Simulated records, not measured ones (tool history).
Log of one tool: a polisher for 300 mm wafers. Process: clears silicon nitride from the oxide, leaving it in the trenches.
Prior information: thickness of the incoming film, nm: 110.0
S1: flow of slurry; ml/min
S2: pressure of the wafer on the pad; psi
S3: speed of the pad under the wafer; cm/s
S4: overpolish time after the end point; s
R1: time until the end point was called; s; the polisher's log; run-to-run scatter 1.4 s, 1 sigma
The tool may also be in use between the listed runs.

run  hour   S1   S2   S3  S4      R1
  1     0  175    2  126  27  144.12
  2   6.9  205    2  126  27  146.58
  3  13.4  205  2.1  126  27   138.5
  4  22.1  205  2.1  112  27  153.67
  5  26.5  175  2.1  112  27  158.85
  6  28.9  175  2.2  112  27  152.55

What will run 7 give?
  7  32.5  180  2.8  116  27   ?

Run 7 yielded R1 114.52 s.
